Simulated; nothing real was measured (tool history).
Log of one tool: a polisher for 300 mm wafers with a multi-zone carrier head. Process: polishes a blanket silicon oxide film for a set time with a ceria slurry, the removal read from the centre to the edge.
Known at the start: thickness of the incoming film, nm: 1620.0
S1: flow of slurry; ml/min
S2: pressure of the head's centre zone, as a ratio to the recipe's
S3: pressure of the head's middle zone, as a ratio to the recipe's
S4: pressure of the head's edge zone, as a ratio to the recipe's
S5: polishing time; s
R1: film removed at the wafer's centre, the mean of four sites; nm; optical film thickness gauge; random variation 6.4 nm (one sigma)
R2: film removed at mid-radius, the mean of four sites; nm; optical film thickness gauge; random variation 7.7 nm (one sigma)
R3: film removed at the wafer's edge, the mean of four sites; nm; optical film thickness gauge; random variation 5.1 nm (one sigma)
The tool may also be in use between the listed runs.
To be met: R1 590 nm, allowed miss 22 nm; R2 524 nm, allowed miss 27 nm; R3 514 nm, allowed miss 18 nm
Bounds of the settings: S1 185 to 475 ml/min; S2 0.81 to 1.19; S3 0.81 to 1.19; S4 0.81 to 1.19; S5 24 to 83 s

run	hour	S1	S2	S3	S4	S5	R1	R2	R3
1	0	305	1	1	1	53	398.21	391.16	407.32
2	7.6	310	1.03	1.02	1.01	55	433.84	399.92	422.09
3	13	310	1.03	0.95	1.01	55	428.22	393.19	420.6
4	19.1	315	1.04	0.98	0.99	58	474.93	432.3	443.19
5	27	315	1.04	0.98	0.92	58	468.23	430.45	423.17
6	28.8	365	1.04	0.98	0.92	58	461.83	427.01	431.76
7	35.4	365	1.05	1	0.93	60	490.87	449.5	448.3
8	37.6	365	1.06	1.01	0.94	61	504.49	467.71	458.47
9	39.4	370	1.07	1.02	0.96	62	522.06	483	477.23
10	42.7	370	1.08	1.03	0.97	62	519.92	479.88	475.15
11	46.7	370	1.09	1.03	0.98	63	541.61	500.42	492.4

5 next moves are on the table. One of them brings every result within its allowed miss. Which?
A	50.7	475	0.95	1.19	0.96	65	?	?	?
B	50.7	420	1.13	0.96	1.05	61	?	?	?
C	50.7	380	0.93	1.19	0.93	69	?	?	?
D	50.7	360	1.08	0.95	1.06	63	?	?	?
E	50.7	445	1.09	0.99	0.94	68	?	?	?

move	R1	R2	R3
A	491.82	554.05	495.33
B	544.38	459.51	483.35
C	502.58	579.42	511.96
D	530.52	466.89	497.21
E	587.79	522.55	512.27
A: further off than the last run
B: further off than the last run
C: further off than the last run
D: further off than the last run
E: meets every target
Move E is the one to make.
